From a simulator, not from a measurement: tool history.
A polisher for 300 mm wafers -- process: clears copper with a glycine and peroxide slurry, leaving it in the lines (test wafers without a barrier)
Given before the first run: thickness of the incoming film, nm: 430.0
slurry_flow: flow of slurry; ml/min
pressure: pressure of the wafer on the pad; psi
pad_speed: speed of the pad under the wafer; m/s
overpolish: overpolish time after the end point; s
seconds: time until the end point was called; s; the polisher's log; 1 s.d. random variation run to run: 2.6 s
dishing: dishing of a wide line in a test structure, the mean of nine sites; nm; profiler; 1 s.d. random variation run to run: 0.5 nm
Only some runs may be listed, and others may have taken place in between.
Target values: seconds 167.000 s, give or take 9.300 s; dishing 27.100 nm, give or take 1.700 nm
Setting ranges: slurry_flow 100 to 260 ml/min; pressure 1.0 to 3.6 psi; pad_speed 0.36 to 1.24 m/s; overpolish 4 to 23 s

run    day  slurry_flow  pressure  pad_speed  overpolish  seconds  dishing
  1  0.000          165       2.3       0.80          12   99.385   35.178
  2  0.042          165       2.3       0.70          12  114.130   32.162
  3  0.329          165       2.1       0.70          12  116.890   30.831
  4  0.492          145       2.1       0.70          12  119.340   31.159
  5  0.733          145       2.1       0.70           8  117.450   21.395
  6  1.050          145       2.1       0.70           6  116.990   15.950
  7  1.150          145       2.0       0.68           7  122.350   17.713
  8  1.292          145       1.9       0.66           8  128.860   19.564
  9  1.467          145       1.8       0.66           9  136.370   20.674
 10  1.588          145       1.7       0.66          10  131.520   22.499
 11  1.762          145       1.6       0.64          11  145.920   23.072
 12  2.100          145       1.4       0.62          13  158.330   25.521

Exactly one of the 5 candidate moves below puts every result within its allowed miss. Which one?
  A  2.438          165       1.5       0.52          15        ?        ?
  B  2.438          105       1.8       0.68          12        ?        ?
  C  2.438          160       1.6       0.62          11        ?        ?
  D  2.438          120       1.1       0.72          12        ?        ?
  E  2.438          205       1.2       0.50          13        ?        ?

move  seconds  dishing
   A  164.730   26.308
   B  141.590   24.519
   C  144.410   22.327
   D  162.950   21.510
   E  177.140   21.690
A: all results in spec
B: its largest miss is bigger than the last run's
C: its largest miss is bigger than the last run's
D: corrects the largest miss of the last run, while another result sits out of spec
E: moves the result that the last run missed by most past its target, out the other side
A is the move that brings every result within its allowed miss.

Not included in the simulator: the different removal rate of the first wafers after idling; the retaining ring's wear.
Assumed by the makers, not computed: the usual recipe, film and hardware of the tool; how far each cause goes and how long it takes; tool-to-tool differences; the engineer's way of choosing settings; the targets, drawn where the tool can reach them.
